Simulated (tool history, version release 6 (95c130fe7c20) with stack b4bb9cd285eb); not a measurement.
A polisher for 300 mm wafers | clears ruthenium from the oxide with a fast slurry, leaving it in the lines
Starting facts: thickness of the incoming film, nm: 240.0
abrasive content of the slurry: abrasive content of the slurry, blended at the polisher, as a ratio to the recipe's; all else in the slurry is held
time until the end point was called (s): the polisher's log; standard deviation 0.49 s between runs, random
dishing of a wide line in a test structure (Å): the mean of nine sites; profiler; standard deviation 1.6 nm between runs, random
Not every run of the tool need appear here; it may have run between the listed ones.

run    day  flow of slurry (ml/min)  pressure of the wafer on the pad (kPa)  speed of the pad under the wafer (m/s)  abrasive content of the slurry  overpolish time after the end point (s)  time until the end point was called (s)  dishing of a wide line in a test structure (Å)
  1      0                      130                                    21.4                                    1.12                               1                                       24                                   47.079                                            1052
  2  0.317                      120                                    22.1                                    1.12                               1                                       27                                   46.378                                          1183.7
  3  0.458                      120                                    22.8                                    1.12                               1                                       29                                    44.22                                          1263.6
  4  0.688                      120                                    22.8                                    1.12                               1                                       31                                   44.069                                          1308.4
  5  0.717                      120                                    22.8                                    0.98                               1                                       31                                   52.131                                          1173.8
  6  0.921                      120                                    22.8                                    0.86                               1                                       31                                   59.904                                          1084.7
  7  1.238                      120                                    24.8                                    0.86                               1                                       33                                     53.5                                          1218.8

Run 8 comes next. What will it give?
  8  1.475                      125                                    26.2                                    0.86                               1                                       34                                        ?                                               ?

For run 8 the tool returned time until the end point was called (s) 51.37, dishing of a wide line in a test structure (Å) 1295.6.

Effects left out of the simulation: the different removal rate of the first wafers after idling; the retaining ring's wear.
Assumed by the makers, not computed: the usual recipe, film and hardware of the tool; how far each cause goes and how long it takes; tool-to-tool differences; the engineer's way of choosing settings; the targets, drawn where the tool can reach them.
